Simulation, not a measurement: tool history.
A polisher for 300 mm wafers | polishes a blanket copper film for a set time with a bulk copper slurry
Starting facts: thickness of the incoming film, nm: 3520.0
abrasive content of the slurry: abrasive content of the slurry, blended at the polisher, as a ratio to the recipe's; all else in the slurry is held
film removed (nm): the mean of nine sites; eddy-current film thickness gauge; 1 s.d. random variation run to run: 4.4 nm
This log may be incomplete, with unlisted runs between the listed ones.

run  hour  flow of slurry (ml/min)  pressure of the wafer on the pad (kPa)  speed of the pad under the wafer (m/s)  abrasive content of the slurry  polishing time (s)  film removed (nm)
  1   0.0                      305                                    22.1                                    1.12                             1.0                  39             368.46
  2   8.3                      305                                    22.1                                    0.90                             1.0                  39             308.33
  3  17.2                      305                                    22.1                                    0.90                             0.9                  39             302.36
  4  22.9                      305                                    22.1                                    0.90                             0.9                  35             267.59
  5  27.5                      305                                    22.1                                    1.02                             0.9                  35             300.71
  6  30.5                      305                                    22.1                                    1.02                             0.9                  35             299.28
  7  33.7                      305                                    25.5                                    1.02                             0.9                  35             345.27
     41.0  -- worn pad replaced by a new one
  8  41.0                      305                                    28.3                                    1.02                             0.9                  35             411.82

What does the tool deliver on the next run?
  9  41.9                      305                                    29.6                                    1.02                             0.9                  35                  ?

Run 9 measured film removed (nm) 441.83.
